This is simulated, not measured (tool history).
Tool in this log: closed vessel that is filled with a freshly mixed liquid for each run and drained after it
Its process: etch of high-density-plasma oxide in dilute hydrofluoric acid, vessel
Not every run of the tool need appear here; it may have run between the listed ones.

run  hour  temperature setpoint of the liquid (C)  parts of water to one part of 49 % hydrofluoric acid (parts by volume)  time in the liquid (s)  thickness taken off the high-density-plasma oxide on a monitor wafer (angstrom)
  1     0                                      22                                                                     230                     400                                                                           79.706
  2   2.3                                      25                                                                     230                     400                                                                           89.169
  3     6                                    26.5                                                                     215                     400                                                                           102.17
  4  14.7                                    26.5                                                                     215                     400                                                                           101.53
  5  21.2                                      25                                                                     215                     400                                                                           97.765
  6  27.2                                      25                                                                     215                     400                                                                           97.067
  7  31.3                                      25                                                                     215                     400                                                                           96.733
  8  39.8                                    26.5                                                                     205                     400                                                                           108.61
  9  46.9                                    27.5                                                                     200                     400                                                                           116.39

Run 10, settings as shown, results not yet in. Your forecast:
 10  49.9                                      28                                                                     200                     400                                                                                ?

thickness taken off the high-density-plasma oxide on a monitor wafer (angstrom): 119.56

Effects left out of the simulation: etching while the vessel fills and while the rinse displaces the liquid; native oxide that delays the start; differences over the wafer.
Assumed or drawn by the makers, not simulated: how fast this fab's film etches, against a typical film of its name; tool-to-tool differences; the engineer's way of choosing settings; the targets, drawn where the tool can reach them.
